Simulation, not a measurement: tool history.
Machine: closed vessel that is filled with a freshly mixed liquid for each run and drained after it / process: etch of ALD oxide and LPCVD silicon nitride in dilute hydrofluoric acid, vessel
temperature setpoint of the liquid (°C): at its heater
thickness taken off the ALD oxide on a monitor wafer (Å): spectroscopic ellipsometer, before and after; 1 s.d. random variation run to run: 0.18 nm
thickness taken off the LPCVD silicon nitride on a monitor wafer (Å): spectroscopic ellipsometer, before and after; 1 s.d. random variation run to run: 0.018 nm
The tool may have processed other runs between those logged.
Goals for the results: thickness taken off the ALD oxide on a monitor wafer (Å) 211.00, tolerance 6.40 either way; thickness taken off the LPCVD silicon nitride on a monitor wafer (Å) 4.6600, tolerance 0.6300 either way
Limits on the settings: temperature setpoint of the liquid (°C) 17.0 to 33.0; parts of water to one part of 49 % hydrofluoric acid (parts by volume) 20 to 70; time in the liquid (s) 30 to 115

run  hour  temperature setpoint of the liquid (°C)  parts of water to one part of 49 % hydrofluoric acid (parts by volume)  time in the liquid (s)  thickness taken off the ALD oxide on a monitor wafer (Å)  thickness taken off the LPCVD silicon nitride on a monitor wafer (Å)
  1   0.0                                     25.0                                                                      40                      60                                                    335.96                                                                9.0732
  2   8.7                                     21.5                                                                      40                      60                                                    297.14                                                                6.9310
  3  15.1                                     25.0                                                                      40                      60                                                    340.95                                                                8.5304
  4  20.1                                     26.5                                                                      40                      60                                                    361.30                                                               10.0790
  5  26.7                                     24.5                                                                      40                      60                                                    335.71                                                                8.6289
  6  27.3                                     23.0                                                                      40                      60                                                    312.82                                                                7.4724
  7  30.2                                     22.0                                                                      45                      60                                                    264.64                                                                6.5735
  8  33.5                                     18.0                                                                      45                      60                                                    224.62                                                                4.9661
  9  34.3                                     17.5                                                                      45                      60                                                    221.10                                                                4.5441
 10  35.1                                     18.0                                                                      45                      60                                                    224.01                                                                4.9885
 11  37.1                                     17.5                                                                      45                      60                                                    222.22                                                                4.6088
 12  44.2                                     18.0                                                                      45                      60                                                    229.92                                                                4.5906
     48.6  -- hydrofluoric acid flow meter replaced
 13  48.6                                     18.0                                                                      45                      60                                                    203.15                                                                4.4506

Which of these 5 next moves meets every target?
  A  53.0                                     17.5                                                                      50                      65                                                         ?                                                                     ?
  B  53.0                                     19.0                                                                      45                      60                                                         ?                                                                     ?
  C  53.0                                     24.5                                                                      60                      60                                                         ?                                                                     ?
  D  53.0                                     20.5                                                                      50                      60                                                         ?                                                                     ?
  E  53.0                                     23.0                                                                      65                      70                                                         ?                                                                     ?

move  thickness taken off the ALD oxide on a monitor wafer (Å)  thickness taken off the LPCVD silicon nitride on a monitor wafer (Å)
   A                                                    191.03                                                                4.2217
   B                                                    210.23                                                                4.7972
   C                                                    194.75                                                                5.2810
   D                                                    200.50                                                                4.8077
   E                                                    196.00                                                                5.1497
A: its largest miss is bigger than the last run's
B: all results in spec
C: its largest miss is bigger than the last run's
D: its largest miss is bigger than the last run's
E: its largest miss is bigger than the last run's
The right move is B.
